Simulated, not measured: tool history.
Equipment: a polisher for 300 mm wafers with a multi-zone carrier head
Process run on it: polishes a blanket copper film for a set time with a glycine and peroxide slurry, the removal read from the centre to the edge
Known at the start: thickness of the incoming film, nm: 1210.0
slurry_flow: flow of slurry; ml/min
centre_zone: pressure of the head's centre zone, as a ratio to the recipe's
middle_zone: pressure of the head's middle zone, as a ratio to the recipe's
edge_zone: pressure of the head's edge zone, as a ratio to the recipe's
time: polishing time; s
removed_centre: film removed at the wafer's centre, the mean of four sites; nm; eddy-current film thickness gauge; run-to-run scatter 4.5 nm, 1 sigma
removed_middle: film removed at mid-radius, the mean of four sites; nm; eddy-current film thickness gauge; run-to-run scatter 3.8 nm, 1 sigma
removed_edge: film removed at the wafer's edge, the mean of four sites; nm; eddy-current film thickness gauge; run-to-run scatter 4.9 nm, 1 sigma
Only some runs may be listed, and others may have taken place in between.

run	hour	slurry_flow	centre_zone	middle_zone	edge_zone	time	removed_centre	removed_middle	removed_edge
1	0	185	1	1	1	68	470.4	471.01	465.57
2	1.9	185	1	1	1	74	508.41	509.59	499.35
3	4	185	1	1	1	58	409.57	392.71	398.58
4	11.3	185	1	1	1	71	503.61	489.91	489.65
5	14.6	185	1	1	1.08	71	494.45	485.72	492.32
6	20	215	1	1	1.08	71	515.05	501.51	509.11
7	23.9	200	0.98	1.04	1.05	68	471.67	491.43	476.75
8	32.2	190	0.97	1.07	1.02	65	441.27	474.79	437.04
9	34.6	180	0.95	1.08	1.01	63	408.33	457.78	430.94
10	42.7	180	0.94	1.1	0.98	61	394.76	453.02	404.3
11	49.3	175	0.93	1.11	0.96	60	383.78	449.85	396.29

Expected results for the next run?
12	58.2	170	0.92	1.12	0.94	59	?	?	?

{"run 12": {"removed_centre": 376.93, "removed_middle": 430.41, "removed_edge": 389.43}}
